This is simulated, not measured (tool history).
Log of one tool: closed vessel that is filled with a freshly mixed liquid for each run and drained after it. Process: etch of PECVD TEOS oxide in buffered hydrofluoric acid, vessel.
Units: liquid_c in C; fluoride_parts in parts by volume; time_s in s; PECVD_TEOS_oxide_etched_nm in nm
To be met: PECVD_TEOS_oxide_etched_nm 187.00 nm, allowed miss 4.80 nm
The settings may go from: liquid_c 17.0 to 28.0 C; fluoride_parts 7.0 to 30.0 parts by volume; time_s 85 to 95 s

{"run": 1, "day": 0.0, "liquid_c": 20.0, "fluoride_parts": 19.0, "time_s": 85, "PECVD_TEOS_oxide_etched_nm": 139.67}
{"run": 2, "day": 0.233, "liquid_c": 17.5, "fluoride_parts": 19.0, "time_s": 85, "PECVD_TEOS_oxide_etched_nm": 122.49}
{"run": 3, "day": 0.529, "liquid_c": 19.5, "fluoride_parts": 19.0, "time_s": 85, "PECVD_TEOS_oxide_etched_nm": 137.0}
{"run": 4, "day": 0.779, "liquid_c": 21.0, "fluoride_parts": 19.0, "time_s": 85, "PECVD_TEOS_oxide_etched_nm": 150.08}
{"run": 5, "day": 1.158, "liquid_c": 21.0, "fluoride_parts": 22.5, "time_s": 85, "PECVD_TEOS_oxide_etched_nm": 131.14}
{"run": 6, "day": 1.412, "liquid_c": 22.5, "fluoride_parts": 22.5, "time_s": 85, "PECVD_TEOS_oxide_etched_nm": 143.87}
{"run": 7, "day": 1.767, "liquid_c": 23.5, "fluoride_parts": 22.5, "time_s": 85, "PECVD_TEOS_oxide_etched_nm": 151.98}
{"run": 8, "day": 1.883, "liquid_c": 24.5, "fluoride_parts": 22.5, "time_s": 85, "PECVD_TEOS_oxide_etched_nm": 160.43}
{"run": 9, "day": 2.075, "liquid_c": 25.0, "fluoride_parts": 22.5, "time_s": 85, "PECVD_TEOS_oxide_etched_nm": 164.5}

5 next moves are on the table. One of them brings every result within its allowed miss. Which?
{"run": "A", "day": 2.267, "liquid_c": 25.5, "fluoride_parts": 22.5, "time_s": 95, "PECVD_TEOS_oxide_etched_nm": "?"}
{"run": "B", "day": 2.267, "liquid_c": 27.0, "fluoride_parts": 22.0, "time_s": 90, "PECVD_TEOS_oxide_etched_nm": "?"}
{"run": "C", "day": 2.267, "liquid_c": 26.5, "fluoride_parts": 25.0, "time_s": 90, "PECVD_TEOS_oxide_etched_nm": "?"}
{"run": "D", "day": 2.267, "liquid_c": 24.5, "fluoride_parts": 25.5, "time_s": 85, "PECVD_TEOS_oxide_etched_nm": "?"}
{"run": "E", "day": 2.267, "liquid_c": 24.5, "fluoride_parts": 23.5, "time_s": 95, "PECVD_TEOS_oxide_etched_nm": "?"}

move=A PECVD_TEOS_oxide_etched_nm=186.90
move=B PECVD_TEOS_oxide_etched_nm=195.00
move=C PECVD_TEOS_oxide_etched_nm=173.87
move=D PECVD_TEOS_oxide_etched_nm=145.29
move=E PECVD_TEOS_oxide_etched_nm=171.77
A: meets every target
B: takes the result that was furthest off past its target
C: nearer than the last run, and not there yet
D: further off than the last run
E: nearer than the last run, and not there yet
The right move is A.

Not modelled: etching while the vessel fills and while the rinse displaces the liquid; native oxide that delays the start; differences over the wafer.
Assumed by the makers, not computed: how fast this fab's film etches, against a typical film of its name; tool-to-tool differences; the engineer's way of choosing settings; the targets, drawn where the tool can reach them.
